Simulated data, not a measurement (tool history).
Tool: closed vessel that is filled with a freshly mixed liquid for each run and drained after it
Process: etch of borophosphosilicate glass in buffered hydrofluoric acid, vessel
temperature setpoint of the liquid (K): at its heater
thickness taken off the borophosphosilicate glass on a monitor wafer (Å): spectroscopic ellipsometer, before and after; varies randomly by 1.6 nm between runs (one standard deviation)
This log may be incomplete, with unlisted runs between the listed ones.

run  hour  temperature setpoint of the liquid (K)  parts of 40 % ammonium fluoride to one part of 49 % hydrofluoric acid (parts by volume)  time in the liquid (s)  thickness taken off the borophosphosilicate glass on a monitor wafer (Å)
  1     0                                  294.15                                                                                     11.5                     105                                                                    1181.8
  2   6.7                                  294.15                                                                                     11.5                     110                                                                    1238.8
  3  13.2                                  294.15                                                                                     14.5                     110                                                                    982.65
  4  16.1                                  294.15                                                                                     14.5                     105                                                                     926.7
  5  24.5                                  295.65                                                                                     13.5                     105                                                                    1095.2
  6  25.5                                  295.65                                                                                       11                     105                                                                    1316.6
  7  31.4                                  299.65                                                                                      9.5                     105                                                                    1899.9

Forecast run 8:
  8    36                                  300.65                                                                                      9.5                     105                                                                         ?

thickness taken off the borophosphosilicate glass on a monitor wafer (Å): 1968.1
